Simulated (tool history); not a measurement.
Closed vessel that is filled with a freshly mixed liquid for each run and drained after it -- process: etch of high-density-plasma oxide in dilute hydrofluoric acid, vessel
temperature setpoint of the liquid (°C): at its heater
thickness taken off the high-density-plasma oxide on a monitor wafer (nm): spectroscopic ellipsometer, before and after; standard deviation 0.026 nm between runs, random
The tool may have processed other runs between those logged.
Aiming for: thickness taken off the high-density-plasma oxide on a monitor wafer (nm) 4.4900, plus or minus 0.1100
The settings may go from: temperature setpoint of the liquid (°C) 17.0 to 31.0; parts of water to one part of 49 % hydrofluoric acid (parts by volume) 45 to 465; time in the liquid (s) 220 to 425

run,hour,temperature setpoint of the liquid (°C),parts of water to one part of 49 % hydrofluoric acid (parts by volume),time in the liquid (s),thickness taken off the high-density-plasma oxide on a monitor wafer (nm)
1,0.0,23.0,255,425,7.1056
2,6.9,20.5,255,425,6.4863
3,8.8,20.5,255,220,3.3335
4,12.7,21.0,255,220,3.3841
5,18.3,21.0,255,425,6.5844
6,23.8,19.0,255,425,6.0416
7,28.3,19.0,270,425,5.6455
8,29.6,19.0,285,425,5.2852
9,34.8,18.5,295,425,4.9976
10,41.4,18.5,300,425,4.9222

Of the 5 settings listed for the next run, only one would bring every result within its allowed miss of target. Which one?
A,48.0,17.0,240,380,?
B,48.0,18.0,295,385,?
C,48.0,19.5,335,400,?
D,48.0,20.0,285,410,?
E,48.0,20.5,320,370,?

move,thickness taken off the high-density-plasma oxide on a monitor wafer (nm)
A,5.4519
B,4.4514
C,4.1585
D,5.3321
E,4.2295
A: further off than the last run
B: each result inside its tolerance
C: carries the result that was furthest off beyond its target, to the other side
D: further off than the last run
E: carries the result that was furthest off beyond its target, to the other side
Move B is the one to make.
